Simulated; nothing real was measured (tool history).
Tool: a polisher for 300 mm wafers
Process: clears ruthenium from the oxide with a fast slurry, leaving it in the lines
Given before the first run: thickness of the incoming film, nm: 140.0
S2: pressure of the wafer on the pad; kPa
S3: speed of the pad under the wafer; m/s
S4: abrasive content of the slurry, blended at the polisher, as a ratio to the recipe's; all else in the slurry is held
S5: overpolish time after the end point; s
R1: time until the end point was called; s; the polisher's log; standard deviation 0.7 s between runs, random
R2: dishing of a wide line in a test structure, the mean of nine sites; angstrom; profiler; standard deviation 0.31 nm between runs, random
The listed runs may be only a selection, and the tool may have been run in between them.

Run 1, day 0.000: flow of slurry (ml/min) 225, S2 20.7 kPa, S3 1.18 m/s, S4 1.0, S5 12 s. Result: R1 25.407 s, R2 291.83 angstrom.
Run 2, day 0.250: flow of slurry (ml/min) 225, S2 20.7 kPa, S3 0.94 m/s, S4 1.0, S5 12 s. Result: R1 31.693 s, R2 259.85 angstrom.
Run 3, day 0.579: flow of slurry (ml/min) 220, S2 17.2 kPa, S3 0.86 m/s, S4 1.0, S5 14 s. Result: R1 40.837 s, R2 249.56 angstrom.
Run 4, day 0.912: flow of slurry (ml/min) 215, S2 14.5 kPa, S3 0.82 m/s, S4 1.0, S5 15 s. Result: R1 51.397 s, R2 230.95 angstrom.
Run 5, day 1.242: flow of slurry (ml/min) 210, S2 13.1 kPa, S3 0.82 m/s, S4 1.0, S5 16 s. Result: R1 58.258 s, R2 227.81 angstrom.
Run 6, day 1.562: flow of slurry (ml/min) 210, S2 13.1 kPa, S3 0.96 m/s, S4 1.0, S5 16 s. Result: R1 48.189 s, R2 247.16 angstrom.

Run 7 is up next; what results do you expect?
Run 7, day 1.738: flow of slurry (ml/min) 205, S2 11.7 kPa, S3 0.92 m/s, S4 1.0, S5 17 s. Result: R1 ?, R2 ?.

Run 7 produced R1 56.866 s, R2 236.01 angstrom.

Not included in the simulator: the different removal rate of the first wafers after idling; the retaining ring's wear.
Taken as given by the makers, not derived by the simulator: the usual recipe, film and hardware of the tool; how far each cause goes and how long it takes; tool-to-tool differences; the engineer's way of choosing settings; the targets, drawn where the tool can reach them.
